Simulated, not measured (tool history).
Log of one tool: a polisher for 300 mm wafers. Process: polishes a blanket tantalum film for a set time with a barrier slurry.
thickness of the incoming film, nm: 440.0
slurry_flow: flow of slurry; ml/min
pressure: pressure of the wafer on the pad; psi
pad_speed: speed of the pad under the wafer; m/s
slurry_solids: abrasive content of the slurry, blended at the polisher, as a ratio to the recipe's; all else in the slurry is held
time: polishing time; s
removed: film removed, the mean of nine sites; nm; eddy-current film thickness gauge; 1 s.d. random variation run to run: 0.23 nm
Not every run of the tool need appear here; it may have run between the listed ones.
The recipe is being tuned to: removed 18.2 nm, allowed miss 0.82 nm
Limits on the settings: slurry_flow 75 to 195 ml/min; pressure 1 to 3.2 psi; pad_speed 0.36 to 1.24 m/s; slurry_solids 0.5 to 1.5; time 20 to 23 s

{"run": 1, "day": 0.0, "slurry_flow": 125, "pressure": 2.1, "pad_speed": 0.8, "slurry_solids": 1, "time": 23, "removed": 33.422}
{"run": 2, "day": 0.242, "slurry_flow": 125, "pressure": 2.1, "pad_speed": 0.66, "slurry_solids": 1, "time": 23, "removed": 27.943}
{"run": 3, "day": 0.404, "slurry_flow": 120, "pressure": 1.9, "pad_speed": 0.66, "slurry_solids": 1, "time": 23, "removed": 25.031}
{"run": 4, "day": 0.646, "slurry_flow": 120, "pressure": 1.9, "pad_speed": 0.66, "slurry_solids": 1.15, "time": 23, "removed": 25.933}
{"run": 5, "day": 1.0, "slurry_flow": 120, "pressure": 1.9, "pad_speed": 0.66, "slurry_solids": 1.15, "time": 20, "removed": 22.876}
{"run": 6, "day": 1.121, "slurry_flow": 120, "pressure": 1.9, "pad_speed": 0.66, "slurry_solids": 1.15, "time": 23, "removed": 26.023}
{"run": 7, "day": 1.358, "slurry_flow": 115, "pressure": 1.7, "pad_speed": 0.66, "slurry_solids": 1.15, "time": 23, "removed": 23.262}
{"run": 8, "day": 1.654, "slurry_flow": 115, "pressure": 1.6, "pad_speed": 0.66, "slurry_solids": 1.15, "time": 23, "removed": 22.163}
{"run": 9, "day": 1.875, "slurry_flow": 105, "pressure": 1.2, "pad_speed": 0.64, "slurry_solids": 1.15, "time": 23, "removed": 15.785}
{"run": 10, "day": 2.138, "slurry_flow": 110, "pressure": 1.2, "pad_speed": 0.64, "slurry_solids": 1.15, "time": 23, "removed": 16.042}
{"run": 11, "day": 2.379, "slurry_flow": 135, "pressure": 1.4, "pad_speed": 0.64, "slurry_solids": 1.15, "time": 23, "removed": 19.184}
{"run": 12, "day": 2.408, "slurry_flow": 130, "pressure": 1.4, "pad_speed": 0.64, "slurry_solids": 1.15, "time": 23, "removed": 19.289}

5 next moves are on the table. One of them brings every result within its allowed miss. Which?
{"run": "A", "day": 2.438, "slurry_flow": 130, "pressure": 1.4, "pad_speed": 0.58, "slurry_solids": 1, "time": 22, "removed": "?"}
{"run": "B", "day": 2.438, "slurry_flow": 125, "pressure": 1.3, "pad_speed": 0.76, "slurry_solids": 1.2, "time": 20, "removed": "?"}
{"run": "C", "day": 2.438, "slurry_flow": 140, "pressure": 1.5, "pad_speed": 0.66, "slurry_solids": 1.1, "time": 22, "removed": "?"}
{"run": "D", "day": 2.438, "slurry_flow": 140, "pressure": 1.7, "pad_speed": 0.6, "slurry_solids": 1.15, "time": 21, "removed": "?"}
{"run": "E", "day": 2.438, "slurry_flow": 150, "pressure": 1.5, "pad_speed": 0.62, "slurry_solids": 1.25, "time": 23, "removed": "?"}

move=A removed=16.259
move=B removed=18.53
move=C removed=20.447
move=D removed=20.358
move=E removed=21.091
A: takes the result that was furthest off past its target
B: every result within its allowed miss
C: its largest miss is bigger than the last run's
D: its largest miss is bigger than the last run's
E: its largest miss is bigger than the last run's
Move B is the one to make.
